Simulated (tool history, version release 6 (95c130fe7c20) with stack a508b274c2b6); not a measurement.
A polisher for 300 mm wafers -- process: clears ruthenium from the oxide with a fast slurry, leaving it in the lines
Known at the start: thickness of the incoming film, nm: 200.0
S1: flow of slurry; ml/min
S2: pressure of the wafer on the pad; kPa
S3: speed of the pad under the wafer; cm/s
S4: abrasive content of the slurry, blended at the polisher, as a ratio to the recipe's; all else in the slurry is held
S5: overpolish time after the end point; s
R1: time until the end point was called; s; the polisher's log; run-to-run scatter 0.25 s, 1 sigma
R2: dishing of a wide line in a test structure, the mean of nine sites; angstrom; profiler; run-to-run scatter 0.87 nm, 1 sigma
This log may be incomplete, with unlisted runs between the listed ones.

{"run": 1, "hour": 0.0, "S1": 310, "S2": 22.8, "S3": 116, "S4": 1.0, "S5": 25, "R1": 36.014, "R2": 857.35}
{"run": 2, "hour": 4.2, "S1": 310, "S2": 23.4, "S3": 116, "S4": 1.0, "S5": 23, "R1": 34.113, "R2": 822.67}
{"run": 3, "hour": 10.5, "S1": 310, "S2": 24.1, "S3": 114, "S4": 1.0, "S5": 21, "R1": 33.636, "R2": 777.02}
{"run": 4, "hour": 16.1, "S1": 310, "S2": 24.1, "S3": 114, "S4": 0.8, "S5": 21, "R1": 37.409, "R2": 706.62}
{"run": 5, "hour": 17.2, "S1": 310, "S2": 24.1, "S3": 114, "S4": 0.8, "S5": 29, "R1": 37.668, "R2": 877.79}
{"run": 6, "hour": 19.0, "S1": 310, "S2": 20.7, "S3": 114, "S4": 0.8, "S5": 29, "R1": 43.296, "R2": 789.54}
{"run": 7, "hour": 27.3, "S1": 320, "S2": 22.1, "S3": 116, "S4": 0.75, "S5": 27, "R1": 42.89, "R2": 833.63}
{"run": 8, "hour": 32.4, "S1": 305, "S2": 23.4, "S3": 114, "S4": 0.8, "S5": 25, "R1": 38.267, "R2": 799.78}
{"run": 9, "hour": 33.0, "S1": 290, "S2": 24.8, "S3": 106, "S4": 0.9, "S5": 23, "R1": 36.802, "R2": 797.61}
{"run": 10, "hour": 40.4, "S1": 310, "S2": 24.8, "S3": 112, "S4": 0.85, "S5": 21, "R1": 35.478, "R2": 757.11}
{"run": 11, "hour": 44.2, "S1": 295, "S2": 25.5, "S3": 114, "S4": 0.8, "S5": 20, "R1": 35.82, "R2": 751.79}
{"run": 12, "hour": 45.6, "S1": 295, "S2": 25.5, "S3": 114, "S4": 0.8, "S5": 20, "R1": 35.512, "R2": 741.81}
{"run": 13, "hour": 51.2, "S1": 315, "S2": 26.2, "S3": 114, "S4": 0.8, "S5": 19, "R1": 34.256, "R2": 716.46}
{"run": 14, "hour": 55.2, "S1": 335, "S2": 27.6, "S3": 112, "S4": 0.8, "S5": 18, "R1": 33.317, "R2": 730.37}
{"run": 15, "hour": 58.7, "S1": 350, "S2": 28.3, "S3": 114, "S4": 0.75, "S5": 17, "R1": 33.054, "R2": 696.45}
{"run": 16, "hour": 61.6, "S1": 365, "S2": 29.0, "S3": 116, "S4": 0.7, "S5": 16, "R1": 32.679, "R2": 647.11}
{"run": 17, "hour": 68.6, "S1": 380, "S2": 29.6, "S3": 118, "S4": 0.7, "S5": 15, "R1": 31.761, "R2": 623.35}
{"run": 18, "hour": 71.3, "S1": 470, "S2": 35.9, "S3": 124, "S4": 0.5, "S5": 8, "R1": 30.957, "R2": 396.25}

Run 19 is up next; what results do you expect?
{"run": 19, "hour": 72.8, "S1": 450, "S2": 35.9, "S3": 152, "S4": 0.5, "S5": 8, "R1": "?", "R2": "?"}

Run 19 produced R1 27.220 s, R2 452.55 angstrom.
